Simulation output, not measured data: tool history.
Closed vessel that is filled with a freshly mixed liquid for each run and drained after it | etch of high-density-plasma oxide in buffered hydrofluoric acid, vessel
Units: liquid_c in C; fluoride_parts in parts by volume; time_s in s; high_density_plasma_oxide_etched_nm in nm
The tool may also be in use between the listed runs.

run	day	liquid_c	fluoride_parts	time_s	high_density_plasma_oxide_etched_nm
1	0	23	9.5	95	177.8
2	0.079	24.5	9.5	95	192.79
3	0.271	24.5	8	95	219.02
4	0.588	24.5	8	95	219.27
5	0.871	21.5	8	95	188.39
# day 1.05: hydrofluoric acid flow meter replaced
6	1.05	23	8	95	228.92
7	1.125	24.5	8	95	249.36
8	1.412	25	8	95	259.59

Run 9 comes next. What will it give?
9	1.696	25.5	8	95	?

Run 9 gave high_density_plasma_oxide_etched_nm 262.18 nm.

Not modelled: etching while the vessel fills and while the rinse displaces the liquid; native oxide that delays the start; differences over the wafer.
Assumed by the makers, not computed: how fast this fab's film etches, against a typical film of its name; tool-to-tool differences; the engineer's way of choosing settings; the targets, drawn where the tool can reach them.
